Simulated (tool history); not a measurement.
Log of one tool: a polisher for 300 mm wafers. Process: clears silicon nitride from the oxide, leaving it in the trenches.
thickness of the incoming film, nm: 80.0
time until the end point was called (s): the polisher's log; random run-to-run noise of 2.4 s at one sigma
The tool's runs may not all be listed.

| run | hour | flow of slurry (ml/min) | pressure of the wafer on the pad (kPa) | speed of the pad under the wafer (m/s) | overpolish time after the end point (s) | time until the end point was called (s) |
|---|---|---|---|---|---|---|
| 1 | 0 | 145 | 13.1 | 1.1 | 4 | 118.41 |
| 2 | 7.8 | 140 | 11 | 1.08 | 4 | 142.23 |
| 3 | 9.9 | 135 | 9.7 | 1.08 | 4 | 160.31 |
| 4 | 17.8 | 135 | 9.7 | 1.2 | 4 | 146.83 |
| 5 | 25.4 | 135 | 11 | 1.2 | 4 | 129.75 |
| 6 | 30.1 | 135 | 11 | 1.1 | 4 | 139.49 |
| 7 | 34.3 | 135 | 9.7 | 1.1 | 4 | 158.44 |

Run 8 has not been measured yet. What should we expect?
| 8 | 41.1 | 135 | 9 | 1.1 | 4 | ? |

{"run 8": {"time until the end point was called (s)": 169.51}}
